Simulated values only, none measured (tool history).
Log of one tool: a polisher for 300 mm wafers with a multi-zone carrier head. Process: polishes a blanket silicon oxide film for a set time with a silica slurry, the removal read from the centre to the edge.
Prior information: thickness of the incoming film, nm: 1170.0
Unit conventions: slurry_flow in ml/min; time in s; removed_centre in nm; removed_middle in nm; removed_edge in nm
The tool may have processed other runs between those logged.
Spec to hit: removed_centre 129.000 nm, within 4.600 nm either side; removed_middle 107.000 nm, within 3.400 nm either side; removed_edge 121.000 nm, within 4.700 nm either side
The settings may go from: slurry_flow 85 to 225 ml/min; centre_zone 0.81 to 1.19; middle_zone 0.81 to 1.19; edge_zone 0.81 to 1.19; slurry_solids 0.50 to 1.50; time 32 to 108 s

Run 1, day 0.000: slurry_flow 145 ml/min, centre_zone 1.00, middle_zone 1.00, edge_zone 1.00, slurry_solids 1.00, time 70 s. Result: removed_centre 173.140 nm, removed_middle 176.540 nm, removed_edge 184.580 nm.
Run 2, day 0.329: slurry_flow 145 ml/min, centre_zone 1.00, middle_zone 1.06, edge_zone 1.00, slurry_solids 1.00, time 70 s. Result: removed_centre 174.930 nm, removed_middle 187.660 nm, removed_edge 182.530 nm.
Run 3, day 0.608: slurry_flow 165 ml/min, centre_zone 1.00, middle_zone 1.06, edge_zone 1.00, slurry_solids 1.00, time 70 s. Result: removed_centre 181.520 nm, removed_middle 190.020 nm, removed_edge 180.550 nm.
Run 4, day 0.829: slurry_flow 175 ml/min, centre_zone 1.01, middle_zone 1.02, edge_zone 0.99, slurry_solids 0.90, time 67 s. Result: removed_centre 160.340 nm, removed_middle 164.290 nm, removed_edge 159.100 nm.
Run 5, day 0.879: slurry_flow 175 ml/min, centre_zone 1.03, middle_zone 0.98, edge_zone 0.98, slurry_solids 0.85, time 67 s. Result: removed_centre 157.750 nm, removed_middle 151.910 nm, removed_edge 155.920 nm.
Run 6, day 0.946: slurry_flow 180 ml/min, centre_zone 1.04, middle_zone 0.95, edge_zone 0.96, slurry_solids 0.80, time 67 s. Result: removed_centre 152.120 nm, removed_middle 139.310 nm, removed_edge 141.290 nm.
Run 7, day 1.254: slurry_flow 175 ml/min, centre_zone 1.03, middle_zone 0.92, edge_zone 0.94, slurry_solids 0.80, time 67 s. Result: removed_centre 145.990 nm, removed_middle 136.390 nm, removed_edge 140.350 nm.
Run 8, day 1.546: slurry_flow 175 ml/min, centre_zone 1.03, middle_zone 0.92, edge_zone 0.94, slurry_solids 0.80, time 67 s. Result: removed_centre 149.660 nm, removed_middle 136.620 nm, removed_edge 143.520 nm.
Run 9, day 1.588: slurry_flow 175 ml/min, centre_zone 1.03, middle_zone 0.90, edge_zone 0.93, slurry_solids 0.75, time 67 s. Result: removed_centre 139.180 nm, removed_middle 123.830 nm, removed_edge 131.960 nm.
Run 10, day 1.875: slurry_flow 165 ml/min, centre_zone 1.03, middle_zone 0.89, edge_zone 0.92, slurry_solids 0.75, time 67 s. Result: removed_centre 135.770 nm, removed_middle 120.460 nm, removed_edge 133.600 nm.
Run 11, day 1.933: slurry_flow 165 ml/min, centre_zone 1.08, middle_zone 0.86, edge_zone 0.87, slurry_solids 0.55, time 66 s. Result: removed_centre 93.045 nm, removed_middle 77.996 nm, removed_edge 83.172 nm.
Run 12, day 2.075: slurry_flow 205 ml/min, centre_zone 1.12, middle_zone 0.93, edge_zone 0.97, slurry_solids 0.55, time 65 s. Result: removed_centre 97.134 nm, removed_middle 81.928 nm, removed_edge 86.303 nm.
Run 13, day 2.396: slurry_flow 210 ml/min, centre_zone 1.10, middle_zone 0.91, edge_zone 0.96, slurry_solids 0.60, time 65 s. Result: removed_centre 109.910 nm, removed_middle 95.976 nm, removed_edge 102.270 nm.
Run 14, day 2.467: slurry_flow 225 ml/min, centre_zone 1.10, middle_zone 0.81, edge_zone 0.90, slurry_solids 0.60, time 66 s. Result: removed_centre 114.250 nm, removed_middle 89.121 nm, removed_edge 97.511 nm.
Run 15, day 2.650: slurry_flow 225 ml/min, centre_zone 1.09, middle_zone 0.81, edge_zone 0.91, slurry_solids 0.60, time 66 s. Result: removed_centre 114.310 nm, removed_middle 87.303 nm, removed_edge 99.867 nm.
Run 16, day 2.992: slurry_flow 225 ml/min, centre_zone 1.07, middle_zone 0.81, edge_zone 0.91, slurry_solids 0.60, time 66 s. Result: removed_centre 112.390 nm, removed_middle 89.443 nm, removed_edge 100.460 nm.
Run 17, day 3.125: slurry_flow 225 ml/min, centre_zone 1.07, middle_zone 0.82, edge_zone 0.92, slurry_solids 0.60, time 66 s. Result: removed_centre 110.490 nm, removed_middle 87.092 nm, removed_edge 101.970 nm.
Run 18, day 3.462: slurry_flow 220 ml/min, centre_zone 1.12, middle_zone 0.92, edge_zone 0.95, slurry_solids 0.85, time 67 s. Result: removed_centre 176.360 nm, removed_middle 144.720 nm, removed_edge 152.980 nm.
Run 19, day 3.629: slurry_flow 210 ml/min, centre_zone 1.12, middle_zone 0.91, edge_zone 0.96, slurry_solids 0.80, time 67 s. Result: removed_centre 165.940 nm, removed_middle 135.400 nm, removed_edge 142.210 nm.
Run 20, day 3.929: slurry_flow 210 ml/min, centre_zone 1.10, middle_zone 0.89, edge_zone 0.95, slurry_solids 0.80, time 67 s. Result: removed_centre 163.960 nm, removed_middle 133.630 nm, removed_edge 144.340 nm.
Run 21, day 3.962: slurry_flow 170 ml/min, centre_zone 1.05, middle_zone 0.84, edge_zone 0.86, slurry_solids 0.60, time 67 s. Result: removed_centre 107.970 nm, removed_middle 90.333 nm, removed_edge 94.502 nm.
Run 22, day 4.212: slurry_flow 175 ml/min, centre_zone 1.04, middle_zone 0.84, edge_zone 0.87, slurry_solids 0.60, time 67 s. Result: removed_centre 106.460 nm, removed_middle 91.181 nm, removed_edge 99.334 nm.
Run 23, day 4.275: slurry_flow 180 ml/min, centre_zone 1.04, middle_zone 0.84, edge_zone 0.88, slurry_solids 0.60, time 67 s. Result: removed_centre 104.920 nm, removed_middle 89.091 nm, removed_edge 98.105 nm.

Next run, 5 choices. One meets every target within its allowed miss, the rest don't. Which?
Run A, day 4.338: slurry_flow 200 ml/min, centre_zone 1.00, middle_zone 0.89, edge_zone 0.99, slurry_solids 0.60, time 82 s. Result: removed_centre ?, removed_middle ?, removed_edge ?.
Run B, day 4.338: slurry_flow 165 ml/min, centre_zone 0.93, middle_zone 1.08, edge_zone 0.81, slurry_solids 0.60, time 61 s. Result: removed_centre ?, removed_middle ?, removed_edge ?.
Run C, day 4.338: slurry_flow 180 ml/min, centre_zone 1.05, middle_zone 1.19, edge_zone 0.81, slurry_solids 0.65, time 54 s. Result: removed_centre ?, removed_middle ?, removed_edge ?.
Run D, day 4.338: slurry_flow 175 ml/min, centre_zone 1.04, middle_zone 0.90, edge_zone 0.89, slurry_solids 0.80, time 58 s. Result: removed_centre ?, removed_middle ?, removed_edge ?.
Run E, day 4.338: slurry_flow 225 ml/min, centre_zone 1.03, middle_zone 0.81, edge_zone 0.91, slurry_solids 0.80, time 57 s. Result: removed_centre ?, removed_middle ?, removed_edge ?.

move  removed_centre  removed_middle  removed_edge
   A         128.020         118.540       126.400
   B          86.388         101.500        84.146
   C          97.974         110.420        83.900
   D         130.290         117.260       118.350
   E         130.890         108.760       120.150
A: moves the result that the last run missed by most past its target, out the other side
B: the biggest miss grows against the last run
C: moves the result that the last run missed by most past its target, out the other side
D: moves the result that the last run missed by most past its target, out the other side
E: in spec on every target
The right move is E.
